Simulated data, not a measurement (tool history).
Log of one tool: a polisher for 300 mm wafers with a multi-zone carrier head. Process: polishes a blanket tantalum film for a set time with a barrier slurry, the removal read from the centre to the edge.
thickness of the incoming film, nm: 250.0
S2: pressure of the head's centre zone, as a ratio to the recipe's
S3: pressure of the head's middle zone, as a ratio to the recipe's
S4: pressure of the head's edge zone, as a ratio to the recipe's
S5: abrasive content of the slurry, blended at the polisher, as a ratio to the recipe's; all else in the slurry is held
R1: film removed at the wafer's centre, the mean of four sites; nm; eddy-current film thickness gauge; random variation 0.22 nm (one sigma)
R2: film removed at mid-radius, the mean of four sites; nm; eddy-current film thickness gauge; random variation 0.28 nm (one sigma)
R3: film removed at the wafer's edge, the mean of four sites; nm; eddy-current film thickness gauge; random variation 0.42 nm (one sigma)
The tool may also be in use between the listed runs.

run 1 hour=0 | flow_of_slurry_(ml/min)=130 S2=1 S3=1 S4=1 S5=1 polishing_time_(s)=52 | R1=36.791 R2=37.745 R3=36.453
run 2 hour=3.7 | flow_of_slurry_(ml/min)=155 S2=1 S3=1 S4=1 S5=1 polishing_time_(s)=52 | R1=38.679 R2=38.836 R3=37.99
run 3 hour=11 | flow_of_slurry_(ml/min)=170 S2=1 S3=1 S4=1 S5=1 polishing_time_(s)=52 | R1=39.329 R2=39.439 R3=38.854
run 4 hour=18.4 | flow_of_slurry_(ml/min)=155 S2=1 S3=0.99 S4=0.97 S5=1 polishing_time_(s)=52 | R1=38.584 R2=38.293 R3=37.367
run 5 hour=20.4 | flow_of_slurry_(ml/min)=140 S2=1 S3=0.98 S4=0.95 S5=1 polishing_time_(s)=52 | R1=37.62 R2=36.75 R3=36.777
run 6 hour=26.5 | flow_of_slurry_(ml/min)=140 S2=1 S3=0.98 S4=0.95 S5=1 polishing_time_(s)=40 | R1=28.688 R2=28.319 R3=27.905
run 7 hour=33.4 | flow_of_slurry_(ml/min)=150 S2=1.02 S3=1 S4=0.97 S5=1 polishing_time_(s)=40 | R1=29.986 R2=29.12 R3=28.625

The next listed run, before its measurement:
run 8 hour=35.1 | flow_of_slurry_(ml/min)=160 S2=1.03 S3=1.02 S4=0.99 S5=1 polishing_time_(s)=40 | R1=? R2=? R3=?

{"run 8": {"R1": 30.318, "R2": 29.995, "R3": 29.169}}

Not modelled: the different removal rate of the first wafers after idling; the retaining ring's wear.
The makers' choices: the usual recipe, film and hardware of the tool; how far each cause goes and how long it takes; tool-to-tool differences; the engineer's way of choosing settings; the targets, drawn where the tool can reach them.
